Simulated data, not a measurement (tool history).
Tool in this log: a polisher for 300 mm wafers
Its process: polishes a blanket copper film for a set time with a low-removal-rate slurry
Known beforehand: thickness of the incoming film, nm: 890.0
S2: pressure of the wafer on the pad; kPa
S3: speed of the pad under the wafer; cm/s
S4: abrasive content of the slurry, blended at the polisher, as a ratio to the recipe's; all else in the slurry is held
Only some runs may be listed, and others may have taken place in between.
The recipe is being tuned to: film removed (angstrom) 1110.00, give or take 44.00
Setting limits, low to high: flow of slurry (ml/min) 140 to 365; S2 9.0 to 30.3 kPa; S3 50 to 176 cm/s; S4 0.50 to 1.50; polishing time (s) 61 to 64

Run 1, hour 0.0: flow of slurry (ml/min) 235, S2 19.3 kPa, S3 112 cm/s, S4 1.00, polishing time (s) 61. Result: film removed (angstrom) 1727.40.
Run 2, hour 2.9: flow of slurry (ml/min) 235, S2 17.2 kPa, S3 112 cm/s, S4 1.00, polishing time (s) 61. Result: film removed (angstrom) 1572.40.
Run 3, hour 9.2: flow of slurry (ml/min) 235, S2 17.2 kPa, S3 112 cm/s, S4 0.80, polishing time (s) 61. Result: film removed (angstrom) 1505.50.
Run 4, hour 12.6: flow of slurry (ml/min) 235, S2 17.2 kPa, S3 112 cm/s, S4 0.70, polishing time (s) 61. Result: film removed (angstrom) 1509.80.
Run 5, hour 20.2: flow of slurry (ml/min) 235, S2 15.9 kPa, S3 112 cm/s, S4 0.70, polishing time (s) 61. Result: film removed (angstrom) 1418.60.
Run 6, hour 25.6: flow of slurry (ml/min) 215, S2 15.9 kPa, S3 112 cm/s, S4 0.70, polishing time (s) 61. Result: film removed (angstrom) 1398.20.
Run 7, hour 27.1: flow of slurry (ml/min) 215, S2 14.5 kPa, S3 112 cm/s, S4 0.70, polishing time (s) 61. Result: film removed (angstrom) 1303.00.
Run 8, hour 35.6: flow of slurry (ml/min) 215, S2 13.8 kPa, S3 112 cm/s, S4 0.70, polishing time (s) 61. Result: film removed (angstrom) 1294.90.
Run 9, hour 42.3: flow of slurry (ml/min) 215, S2 9.7 kPa, S3 110 cm/s, S4 0.70, polishing time (s) 61. Result: film removed (angstrom) 1015.60.
Run 10, hour 48.4: flow of slurry (ml/min) 215, S2 10.3 kPa, S3 110 cm/s, S4 0.70, polishing time (s) 61. Result: film removed (angstrom) 1055.60.

Next run, 5 choices. One meets every target within its allowed miss, the rest don't. Which?
Run A, hour 54.5: flow of slurry (ml/min) 175, S2 12.4 kPa, S3 96 cm/s, S4 0.60, polishing time (s) 61. Result: film removed (angstrom) ?.
Run B, hour 54.5: flow of slurry (ml/min) 205, S2 9.7 kPa, S3 114 cm/s, S4 0.65, polishing time (s) 61. Result: film removed (angstrom) ?.
Run C, hour 54.5: flow of slurry (ml/min) 260, S2 9.0 kPa, S3 106 cm/s, S4 0.95, polishing time (s) 61. Result: film removed (angstrom) ?.
Run D, hour 54.5: flow of slurry (ml/min) 220, S2 11.7 kPa, S3 108 cm/s, S4 0.75, polishing time (s) 61. Result: film removed (angstrom) ?.
Run E, hour 54.5: flow of slurry (ml/min) 250, S2 13.8 kPa, S3 84 cm/s, S4 0.65, polishing time (s) 64. Result: film removed (angstrom) ?.

move  film removed (angstrom)
   A                   972.20
   B                  1011.40
   C                   972.01
   D                  1104.20
   E                   999.75
A: moves away from the targets compared with the last run
B: moves away from the targets compared with the last run
C: moves away from the targets compared with the last run
D: all results in spec
E: moves away from the targets compared with the last run
So the answer is move D, the one that meets all the targets.
